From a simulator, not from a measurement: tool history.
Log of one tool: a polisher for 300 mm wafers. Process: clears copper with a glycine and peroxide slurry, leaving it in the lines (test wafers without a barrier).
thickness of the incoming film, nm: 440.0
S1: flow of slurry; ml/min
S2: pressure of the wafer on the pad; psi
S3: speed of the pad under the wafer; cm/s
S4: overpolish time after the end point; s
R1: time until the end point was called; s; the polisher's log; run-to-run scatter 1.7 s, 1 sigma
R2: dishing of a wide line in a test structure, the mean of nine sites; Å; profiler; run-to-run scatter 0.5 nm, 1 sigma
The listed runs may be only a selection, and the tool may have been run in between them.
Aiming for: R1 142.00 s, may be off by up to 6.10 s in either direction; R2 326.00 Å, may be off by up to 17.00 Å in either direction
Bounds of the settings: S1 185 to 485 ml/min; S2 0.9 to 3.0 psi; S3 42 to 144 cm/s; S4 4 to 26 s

run,day,S1,S2,S3,S4,R1,R2
1,0.000,310,1.9,92,13,112.51,330.33
2,0.096,310,1.9,92,19,112.33,452.07
3,0.375,310,1.7,92,18,120.16,394.98
4,0.446,310,1.6,92,18,123.52,383.48
5,0.604,310,1.5,92,18,131.74,372.56
6,0.767,365,1.5,92,18,132.32,385.15
7,0.892,355,1.4,92,18,134.19,362.03
8,1.012,355,1.3,92,18,143.35,343.79

Exercise: of the 5 proposed moves below, exactly one satisfies all targets within the stated allowed misses. Which move is it?
A,1.133,445,1.4,82,20,?,?
B,1.133,315,1.2,98,21,?,?
C,1.133,245,1.3,92,19,?,?
D,1.133,485,1.2,94,17,?,?
E,1.133,350,1.2,96,19,?,?

move,R1,R2
A,144.55,387.30
B,143.61,399.12
C,146.48,364.89
D,143.42,338.00
E,144.42,367.48
A: its largest miss is bigger than the last run's
B: its largest miss is bigger than the last run's
C: its largest miss is bigger than the last run's
D: all results in spec
E: its largest miss is bigger than the last run's
D is the move that brings every result within its allowed miss.
